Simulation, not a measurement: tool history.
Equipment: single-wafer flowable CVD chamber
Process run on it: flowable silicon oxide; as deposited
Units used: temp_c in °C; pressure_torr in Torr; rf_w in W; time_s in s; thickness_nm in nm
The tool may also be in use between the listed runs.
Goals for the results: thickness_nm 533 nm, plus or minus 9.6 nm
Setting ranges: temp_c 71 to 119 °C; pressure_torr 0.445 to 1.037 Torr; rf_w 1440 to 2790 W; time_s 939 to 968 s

{"run": 1, "hour": 0.0, "temp_c": 95, "pressure_torr": 0.741, "rf_w": 2115, "time_s": 939, "thickness_nm": 604.7}
{"run": 2, "hour": 4.0, "temp_c": 95, "pressure_torr": 0.863, "rf_w": 2115, "time_s": 939, "thickness_nm": 707.31}
{"run": 3, "hour": 8.4, "temp_c": 95, "pressure_torr": 0.814, "rf_w": 2115, "time_s": 939, "thickness_nm": 654.2}
{"run": 4, "hour": 14.5, "temp_c": 95, "pressure_torr": 0.924, "rf_w": 2115, "time_s": 939, "thickness_nm": 749.4}
{"run": 5, "hour": 16.3, "temp_c": 95, "pressure_torr": 0.924, "rf_w": 1850, "time_s": 939, "thickness_nm": 725.86}
{"run": 6, "hour": 24.5, "temp_c": 98, "pressure_torr": 0.924, "rf_w": 1850, "time_s": 939, "thickness_nm": 653.67}
{"run": 7, "hour": 25.0, "temp_c": 100, "pressure_torr": 0.924, "rf_w": 1850, "time_s": 939, "thickness_nm": 605.98}
{"run": 8, "hour": 30.5, "temp_c": 101, "pressure_torr": 0.924, "rf_w": 1850, "time_s": 939, "thickness_nm": 575.14}
{"run": 9, "hour": 37.8, "temp_c": 102, "pressure_torr": 0.924, "rf_w": 1850, "time_s": 939, "thickness_nm": 562.01}

Which of these 5 next moves meets every target?
{"run": "A", "hour": 45.1, "temp_c": 101, "pressure_torr": 0.97, "rf_w": 1705, "time_s": 947, "thickness_nm": "?"}
{"run": "B", "hour": 45.1, "temp_c": 102, "pressure_torr": 0.908, "rf_w": 2015, "time_s": 968, "thickness_nm": "?"}
{"run": "C", "hour": 45.1, "temp_c": 101, "pressure_torr": 0.794, "rf_w": 1850, "time_s": 943, "thickness_nm": "?"}
{"run": "D", "hour": 45.1, "temp_c": 103, "pressure_torr": 0.885, "rf_w": 2075, "time_s": 942, "thickness_nm": "?"}
{"run": "E", "hour": 45.1, "temp_c": 101, "pressure_torr": 0.959, "rf_w": 1805, "time_s": 967, "thickness_nm": "?"}

move=A thickness_nm=596.8
move=B thickness_nm=576.63
move=C thickness_nm=501.52
move=D thickness_nm=529.85
move=E thickness_nm=613.48
A: the biggest miss grows against the last run
B: the biggest miss grows against the last run
C: pushes the last run's worst result past its target
D: meets every target
E: the biggest miss grows against the last run
D meets every target.
